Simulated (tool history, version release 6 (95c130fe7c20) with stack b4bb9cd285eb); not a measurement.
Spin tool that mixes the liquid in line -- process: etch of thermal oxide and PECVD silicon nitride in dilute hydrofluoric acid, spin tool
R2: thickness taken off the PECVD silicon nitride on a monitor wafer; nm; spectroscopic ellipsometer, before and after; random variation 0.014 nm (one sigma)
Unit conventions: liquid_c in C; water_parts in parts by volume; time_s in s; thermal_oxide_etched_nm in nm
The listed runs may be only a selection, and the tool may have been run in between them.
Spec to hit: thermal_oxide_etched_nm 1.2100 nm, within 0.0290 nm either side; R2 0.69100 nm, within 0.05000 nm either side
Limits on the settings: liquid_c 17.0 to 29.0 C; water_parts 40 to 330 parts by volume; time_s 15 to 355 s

{"run": 1, "hour": 0.0, "liquid_c": 21.0, "water_parts": 185, "time_s": 180, "thermal_oxide_etched_nm": 3.6987, "R2": 1.829}
{"run": 2, "hour": 4.2, "liquid_c": 17.5, "water_parts": 185, "time_s": 180, "thermal_oxide_etched_nm": 3.2024, "R2": 1.4727}
{"run": 3, "hour": 10.7, "liquid_c": 17.5, "water_parts": 240, "time_s": 180, "thermal_oxide_etched_nm": 2.3715, "R2": 1.1051}
{"run": 4, "hour": 11.4, "liquid_c": 18.5, "water_parts": 260, "time_s": 170, "thermal_oxide_etched_nm": 2.1025, "R2": 1.0408}
{"run": 5, "hour": 17.6, "liquid_c": 19.0, "water_parts": 275, "time_s": 160, "thermal_oxide_etched_nm": 1.8732, "R2": 1.0091}
{"run": 6, "hour": 19.4, "liquid_c": 21.0, "water_parts": 275, "time_s": 160, "thermal_oxide_etched_nm": 1.9945, "R2": 1.124}
{"run": 7, "hour": 24.9, "liquid_c": 20.5, "water_parts": 285, "time_s": 155, "thermal_oxide_etched_nm": 1.8297, "R2": 1.0182}
{"run": 8, "hour": 33.3, "liquid_c": 20.0, "water_parts": 295, "time_s": 150, "thermal_oxide_etched_nm": 1.6541, "R2": 0.92525}
{"run": 9, "hour": 38.7, "liquid_c": 20.0, "water_parts": 300, "time_s": 145, "thermal_oxide_etched_nm": 1.5655, "R2": 0.86075}
{"run": 10, "hour": 43.1, "liquid_c": 20.0, "water_parts": 305, "time_s": 140, "thermal_oxide_etched_nm": 1.4886, "R2": 0.82604}
{"run": 11, "hour": 45.5, "liquid_c": 20.0, "water_parts": 310, "time_s": 140, "thermal_oxide_etched_nm": 1.4591, "R2": 0.80741}
{"run": 12, "hour": 53.7, "liquid_c": 20.0, "water_parts": 310, "time_s": 140, "thermal_oxide_etched_nm": 1.4676, "R2": 0.81589}

5 candidate next runs follow, results not yet known. Just one meets every target within its allowed miss. Identify it.
{"run": "A", "hour": 61.9, "liquid_c": 23.5, "water_parts": 330, "time_s": 120, "thermal_oxide_etched_nm": "?", "R2": "?"}
{"run": "B", "hour": 61.9, "liquid_c": 20.0, "water_parts": 290, "time_s": 145, "thermal_oxide_etched_nm": "?", "R2": "?"}
{"run": "C", "hour": 61.9, "liquid_c": 18.5, "water_parts": 285, "time_s": 170, "thermal_oxide_etched_nm": "?", "R2": "?"}
{"run": "D", "hour": 61.9, "liquid_c": 18.0, "water_parts": 265, "time_s": 145, "thermal_oxide_etched_nm": "?", "R2": "?"}
{"run": "E", "hour": 61.9, "liquid_c": 20.0, "water_parts": 330, "time_s": 125, "thermal_oxide_etched_nm": "?", "R2": "?"}

move=A thermal_oxide_etched_nm=1.3039 R2=0.80954
move=B thermal_oxide_etched_nm=1.6425 R2=0.89259
move=C thermal_oxide_etched_nm=1.8616 R2=0.96640
move=D thermal_oxide_etched_nm=1.7054 R2=0.85547
move=E thermal_oxide_etched_nm=1.2010 R2=0.67918
A: closer than the last run, but not yet in spec
B: further off than the last run
C: further off than the last run
D: further off than the last run
E: every result within its allowed miss
The move that meets every target is E.
